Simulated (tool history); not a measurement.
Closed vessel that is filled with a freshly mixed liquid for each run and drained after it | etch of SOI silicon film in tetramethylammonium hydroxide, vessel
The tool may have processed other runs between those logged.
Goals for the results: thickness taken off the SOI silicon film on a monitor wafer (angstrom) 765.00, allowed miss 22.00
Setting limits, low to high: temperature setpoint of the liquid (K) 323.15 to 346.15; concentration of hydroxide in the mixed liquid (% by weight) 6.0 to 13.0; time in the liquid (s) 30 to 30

run,hour,temperature setpoint of the liquid (K),concentration of hydroxide in the mixed liquid (% by weight),time in the liquid (s),thickness taken off the SOI silicon film on a monitor wafer (angstrom)
1,0.0,333.15,9.0,30,1145.80
2,8.3,333.15,10.0,30,1098.60
3,9.6,333.15,8.5,30,1167.80
4,15.7,333.15,10.0,30,1097.50
5,17.5,331.65,10.0,30,995.00
6,19.1,329.65,10.0,30,876.35
7,26.5,329.15,10.0,30,854.79
8,31.4,328.65,10.0,30,828.44
9,40.4,328.15,10.0,30,803.13

5 next moves are on the table. One of them brings every result within its allowed miss. Which?
A,49.4,327.65,10.0,30,?
B,49.4,329.15,10.0,30,?
C,49.4,329.15,10.5,30,?
D,49.4,329.15,11.0,30,?
E,49.4,325.65,8.5,30,?

move,thickness taken off the SOI silicon film on a monitor wafer (angstrom)
A,773.87
B,852.57
C,839.05
D,825.54
E,722.12
A: in spec on every target
B: the biggest miss grows against the last run
C: the biggest miss grows against the last run
D: the biggest miss grows against the last run
E: takes the result that was furthest off past its target
The move that meets every target is A.
